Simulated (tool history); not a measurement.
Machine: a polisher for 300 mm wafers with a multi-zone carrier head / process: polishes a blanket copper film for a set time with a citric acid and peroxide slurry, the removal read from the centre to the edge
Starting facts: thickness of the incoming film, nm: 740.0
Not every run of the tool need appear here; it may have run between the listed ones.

| run | hour | flow of slurry (ml/min) | pressure of the head's centre zone | pressure of the head's middle zone | pressure of the head's edge zone | abrasive content of the slurry | polishing time (s) | film removed at the wafer's centre (Å) | film removed at mid-radius (Å) | film removed at the wafer's edge (Å) |
|---|---|---|---|---|---|---|---|---|---|---|
| 1 | 0 | 200 | 1 | 1 | 1 | 1 | 71 | 1158.2 | 1143.2 | 1210.4 |
| 2 | 5.9 | 205 | 0.99 | 0.99 | 1.03 | 1.05 | 71 | 1154.6 | 1169.9 | 1234.2 |
| 3 | 10.5 | 205 | 0.99 | 0.99 | 1.03 | 1.05 | 79 | 1287.9 | 1292 | 1363.8 |
| 4 | 19.2 | 205 | 1.03 | 0.99 | 1.03 | 1.05 | 79 | 1332.3 | 1298.7 | 1364.7 |
| 5 | 24.4 | 205 | 1.03 | 0.96 | 1.03 | 1.05 | 79 | 1320.8 | 1284.8 | 1395.8 |
| 6 | 28.6 | 200 | 1.02 | 0.94 | 1.03 | 1.05 | 79 | 1326.3 | 1249.1 | 1351.7 |
| 7 | 30.6 | 200 | 0.99 | 0.92 | 1.05 | 1.05 | 80 | 1286.5 | 1223.7 | 1397.8 |
| 8 | 35.3 | 195 | 0.98 | 0.92 | 1.06 | 1.05 | 80 | 1259.1 | 1213 | 1396.6 |

Expected results for the next run?
| 9 | 36.5 | 190 | 0.97 | 0.92 | 1.07 | 1.05 | 80 | ? | ? | ? |

{"run 9": {"film removed at the wafer's centre (Å)": 1253.4, "film removed at mid-radius (Å)": 1209.1, "film removed at the wafer's edge (Å)": 1373.9}}
